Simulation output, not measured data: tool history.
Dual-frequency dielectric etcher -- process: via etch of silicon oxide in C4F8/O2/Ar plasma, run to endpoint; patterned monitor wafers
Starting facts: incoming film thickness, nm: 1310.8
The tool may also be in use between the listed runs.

run  hour  source power (kW)  bias power (kW)  endpoint time (s)
  1     0               1.81             1.78             305.49
  2   1.5               1.81             2.01             298.62
  3   4.6               1.87             2.03             292.66
  4   8.2               1.91            2.044             289.38
  5  16.8               1.65            2.044             309.26
  6    18               1.72            2.065             303.64
  7  20.3               1.78            2.082              299.8

What does the tool deliver on the next run?
  8  23.1               1.84            2.098                  ?

endpoint time (s): 292.72
